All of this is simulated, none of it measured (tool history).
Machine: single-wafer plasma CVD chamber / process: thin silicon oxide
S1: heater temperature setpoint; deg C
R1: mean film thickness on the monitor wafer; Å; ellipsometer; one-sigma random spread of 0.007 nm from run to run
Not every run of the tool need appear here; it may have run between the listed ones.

run 1 hour=0.0 | S1=425 chamber_pressure_(Torr)=0.629 RF_power_(W)=215 deposition_time_(s)=2.68 | R1=32.313
run 2 hour=5.9 | S1=425 chamber_pressure_(Torr)=0.629 RF_power_(W)=240 deposition_time_(s)=2.68 | R1=33.433
run 3 hour=9.7 | S1=425 chamber_pressure_(Torr)=0.607 RF_power_(W)=240 deposition_time_(s)=2.68 | R1=32.377
run 4 hour=14.9 | S1=425 chamber_pressure_(Torr)=0.589 RF_power_(W)=240 deposition_time_(s)=2.68 | R1=31.522
run 5 hour=19.9 | S1=425 chamber_pressure_(Torr)=0.573 RF_power_(W)=240 deposition_time_(s)=2.68 | R1=30.702
run 6 hour=21.9 | S1=421 chamber_pressure_(Torr)=0.573 RF_power_(W)=240 deposition_time_(s)=2.68 | R1=30.561
run 7 hour=26.2 | S1=421 chamber_pressure_(Torr)=0.561 RF_power_(W)=240 deposition_time_(s)=2.68 | R1=30.105

For run 8, what comes out?
run 8 hour=31.4 | S1=421 chamber_pressure_(Torr)=0.551 RF_power_(W)=240 deposition_time_(s)=2.68 | R1=?

{"run 8": {"R1": 29.413}}
